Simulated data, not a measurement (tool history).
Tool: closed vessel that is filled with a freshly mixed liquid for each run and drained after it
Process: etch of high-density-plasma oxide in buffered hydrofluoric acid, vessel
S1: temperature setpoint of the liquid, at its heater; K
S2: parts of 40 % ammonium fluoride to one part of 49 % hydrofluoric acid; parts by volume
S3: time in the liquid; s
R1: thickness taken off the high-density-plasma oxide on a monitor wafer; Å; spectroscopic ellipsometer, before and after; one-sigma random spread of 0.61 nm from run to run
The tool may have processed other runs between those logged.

run,hour,S1,S2,S3,R1
1,0,296.15,20.5,100,823.04
2,6.2,297.65,20.5,100,892
3,14.3,298.65,20.5,100,950.88
4,15.6,296.15,20.5,100,823.11
5,22.4,297.15,20.5,100,878.24
6,30.7,297.15,18.5,100,959.04
7,34.1,297.65,18.5,100,995.19
8,38,298.15,18.5,100,1014.8

Expected results for the next run?
9,39.6,298.65,18.5,100,?

{"run 9": {"R1": 1039.2}}
